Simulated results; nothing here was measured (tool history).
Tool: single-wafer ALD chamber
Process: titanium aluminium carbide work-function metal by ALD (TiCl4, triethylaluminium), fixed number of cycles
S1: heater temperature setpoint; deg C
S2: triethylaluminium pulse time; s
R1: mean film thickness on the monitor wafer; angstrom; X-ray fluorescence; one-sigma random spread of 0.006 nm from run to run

| run | hour | S1 | S2 | R1 |
|---|---|---|---|---|
| 1 | 0 | 280 | 15.99 | 19.505 |
| 2 | 7.3 | 280 | 17.99 | 19.638 |
| 3 | 10.5 | 280 | 14.38 | 19.505 |
| 4 | 15.3 | 277 | 14.19 | 19.333 |
| 5 | 18.7 | 277 | 11.31 | 19.114 |
| 6 | 24 | 274 | 11.03 | 18.696 |
| 7 | 32.6 | 273 | 10.9 | 18.756 |
| 8 | 38.8 | 271 | 10.71 | 18.422 |
| 9 | 43.1 | 270 | 10.64 | 18.363 |

Run 10, settings as shown, results not yet in. Your forecast:
| 10 | 48.6 | 269 | 10.56 | ? |

R1: 18.376 angstrom
